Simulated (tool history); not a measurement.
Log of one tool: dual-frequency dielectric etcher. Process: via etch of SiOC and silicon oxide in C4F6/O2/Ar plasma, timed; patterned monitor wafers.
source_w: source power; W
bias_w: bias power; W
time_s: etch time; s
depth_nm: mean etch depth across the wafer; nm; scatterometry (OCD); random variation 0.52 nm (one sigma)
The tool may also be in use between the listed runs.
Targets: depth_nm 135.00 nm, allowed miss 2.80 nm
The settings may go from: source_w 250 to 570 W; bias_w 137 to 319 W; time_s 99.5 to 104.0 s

| run | hour | source_w | bias_w | time_s | depth_nm |
|---|---|---|---|---|---|
| 1 | 0.0 | 410 | 228 | 99.5 | 115.78 |
| 2 | 7.6 | 350 | 228 | 99.5 | 110.84 |
| 3 | 10.9 | 420 | 228 | 99.5 | 116.29 |
| 4 | 15.6 | 450 | 241 | 100.0 | 121.73 |
| 5 | 23.7 | 480 | 250 | 100.0 | 126.30 |
| 6 | 31.2 | 500 | 254 | 100.0 | 127.79 |
| 7 | 35.1 | 500 | 254 | 100.0 | 129.23 |
| 8 | 36.7 | 510 | 256 | 100.0 | 128.98 |
|  | 38.1 | source power generator calibrated |
| 9 | 38.1 | 560 | 268 | 100.5 | 138.01 |

4 next moves are on the table. One of them brings every result within its allowed miss. Which?
| A | 39.5 | 570 | 287 | 101.5 | ? |
| B | 39.5 | 570 | 308 | 100.5 | ? |
| C | 39.5 | 560 | 260 | 103.0 | ? |
| D | 39.5 | 560 | 261 | 99.5 | ? |

| move | depth_nm |
|---|---|
| A | 143.40 |
| B | 145.56 |
| C | 139.81 |
| D | 135.24 |
A: further off than the last run
B: further off than the last run
C: further off than the last run
D: meets every target
Answer: D

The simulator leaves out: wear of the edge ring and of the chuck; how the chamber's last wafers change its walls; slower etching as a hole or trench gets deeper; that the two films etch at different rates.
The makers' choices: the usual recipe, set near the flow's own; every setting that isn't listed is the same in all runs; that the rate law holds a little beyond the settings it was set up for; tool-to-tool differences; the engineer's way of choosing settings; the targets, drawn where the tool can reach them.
